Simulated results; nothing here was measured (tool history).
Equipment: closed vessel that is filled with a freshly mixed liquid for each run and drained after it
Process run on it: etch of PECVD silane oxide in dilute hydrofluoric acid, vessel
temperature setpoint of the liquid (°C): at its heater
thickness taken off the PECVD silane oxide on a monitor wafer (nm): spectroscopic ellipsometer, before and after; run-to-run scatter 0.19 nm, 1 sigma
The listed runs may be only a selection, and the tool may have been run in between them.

| run | day | temperature setpoint of the liquid (°C) | parts of water to one part of 49 % hydrofluoric acid (parts by volume) | time in the liquid (s) | thickness taken off the PECVD silane oxide on a monitor wafer (nm) |
|---|---|---|---|---|---|
| 1 | 0.000 | 25.0 | 105 | 100 | 26.338 |
| 2 | 0.196 | 25.0 | 105 | 100 | 26.546 |
| 3 | 0.283 | 25.0 | 105 | 110 | 29.102 |
| 4 | 0.546 | 23.0 | 105 | 110 | 27.546 |
| 5 | 0.642 | 23.0 | 105 | 110 | 26.779 |
| 6 | 0.904 | 23.0 | 70 | 110 | 41.303 |

The next listed run, before its measurement:
| 7 | 1.275 | 21.5 | 80 | 110 | ? |

Run 7 produced thickness taken off the PECVD silane oxide on a monitor wafer (nm) 33.609.
